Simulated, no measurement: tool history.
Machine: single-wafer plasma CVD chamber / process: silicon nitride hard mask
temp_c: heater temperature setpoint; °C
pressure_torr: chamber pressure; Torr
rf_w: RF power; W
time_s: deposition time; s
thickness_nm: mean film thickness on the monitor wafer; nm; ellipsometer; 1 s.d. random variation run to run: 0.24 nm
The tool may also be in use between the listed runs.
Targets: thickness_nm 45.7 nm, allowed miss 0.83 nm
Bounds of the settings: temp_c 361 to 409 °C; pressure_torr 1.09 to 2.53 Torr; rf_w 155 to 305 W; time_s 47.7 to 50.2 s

run 1 hour=0 | temp_c=385 pressure_torr=1.81 rf_w=230 time_s=50.2 | thickness_nm=49.801
run 2 hour=5.3 | temp_c=385 pressure_torr=1.81 rf_w=245 time_s=50.2 | thickness_nm=51.483
run 3 hour=12.9 | temp_c=385 pressure_torr=1.73 rf_w=245 time_s=50.2 | thickness_nm=50.93
run 4 hour=18.6 | temp_c=395 pressure_torr=1.73 rf_w=245 time_s=50.2 | thickness_nm=50.957
run 5 hour=26.6 | temp_c=395 pressure_torr=1.66 rf_w=245 time_s=50.2 | thickness_nm=50.003
run 6 hour=35.3 | temp_c=387 pressure_torr=1.66 rf_w=245 time_s=50.2 | thickness_nm=50.128
run 7 hour=37.3 | temp_c=387 pressure_torr=1.6 rf_w=245 time_s=50.2 | thickness_nm=50.056
run 8 hour=42.7 | temp_c=387 pressure_torr=1.54 rf_w=245 time_s=50.2 | thickness_nm=49.332
run 9 hour=46.3 | temp_c=387 pressure_torr=1.54 rf_w=245 time_s=50.2 | thickness_nm=49.208
run 10 hour=48 | temp_c=387 pressure_torr=1.49 rf_w=245 time_s=50.2 | thickness_nm=48.994
run 11 hour=54.6 | temp_c=387 pressure_torr=1.44 rf_w=245 time_s=50.2 | thickness_nm=48.61
run 12 hour=58 | temp_c=387 pressure_torr=1.4 rf_w=245 time_s=50.2 | thickness_nm=47.995
run 13 hour=59.5 | temp_c=387 pressure_torr=1.37 rf_w=245 time_s=50.2 | thickness_nm=48.087
run 14 hour=64.4 | temp_c=387 pressure_torr=1.34 rf_w=245 time_s=50.2 | thickness_nm=47.254
run 15 hour=66.1 | temp_c=387 pressure_torr=1.32 rf_w=245 time_s=50.2 | thickness_nm=47.817
run 16 hour=74.8 | temp_c=387 pressure_torr=1.29 rf_w=245 time_s=50.2 | thickness_nm=47.618
run 17 hour=82.1 | temp_c=387 pressure_torr=1.27 rf_w=245 time_s=50.2 | thickness_nm=47.542
run 18 hour=85.3 | temp_c=387 pressure_torr=1.25 rf_w=245 time_s=50.2 | thickness_nm=46.96

Which single option among these 4 for the next run brings every result within its allowed miss of target? Just one does.
run A hour=88.5 | temp_c=388 pressure_torr=1.28 rf_w=265 time_s=49.2 | thickness_nm=?
run B hour=88.5 | temp_c=396 pressure_torr=1.2 rf_w=250 time_s=50.2 | thickness_nm=?
run C hour=88.5 | temp_c=387 pressure_torr=1.1 rf_w=255 time_s=49 | thickness_nm=?
run D hour=88.5 | temp_c=388 pressure_torr=1.32 rf_w=250 time_s=49.8 | thickness_nm=?

move=A thickness_nm=48.724
move=B thickness_nm=47.002
move=C thickness_nm=45.684
move=D thickness_nm=47.902
A: moves away from the targets compared with the last run
B: roughly where the last run was
C: hits every target within its allowed miss
D: moves away from the targets compared with the last run
So the answer is move C, the one that meets all the targets.
